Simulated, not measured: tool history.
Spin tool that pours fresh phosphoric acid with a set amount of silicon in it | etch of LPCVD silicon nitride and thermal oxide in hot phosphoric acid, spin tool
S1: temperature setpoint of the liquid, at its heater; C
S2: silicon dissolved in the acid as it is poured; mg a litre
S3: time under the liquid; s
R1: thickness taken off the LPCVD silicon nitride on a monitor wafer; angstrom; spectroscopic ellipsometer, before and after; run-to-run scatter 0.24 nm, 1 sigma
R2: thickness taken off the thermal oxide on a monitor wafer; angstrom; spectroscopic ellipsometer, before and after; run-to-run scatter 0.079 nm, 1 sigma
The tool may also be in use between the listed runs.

run  hour     S1    S2   S3      R1      R2
  1     0    161  20.5  180  154.67  4.0726
  2   7.2    161  20.5  135  117.85  3.1099
  3   8.7    161  20.5  175  150.12  3.7255
  4   9.5  161.5  18.5  185  162.84  4.0039
  5  15.5  161.5  18.5  245  217.01  5.5863
  6  18.5  161.5   9.5  245  217.45  6.9037
  7  20.8    162     8  250  221.65   7.325
  8  22.9    162     7  255  228.12  7.2447
  9  30.8    162     6  260  232.59   7.333
 10  33.9    162     5  265  240.46  8.8744
 11  34.7    162     5  265  238.65  9.2694
 12  41.3  162.5   4.5  265  238.98  8.0302
 13  44.5  162.5     4  270  245.17  9.0651
 14  46.1  162.5   3.5  275   250.6  9.4364

Run 15, settings as shown, results not yet in. Your forecast:
 15  47.1  162.5   3  275   ?   ?

{"run 15": {"R1": 256.56, "R2": 8.3809}}
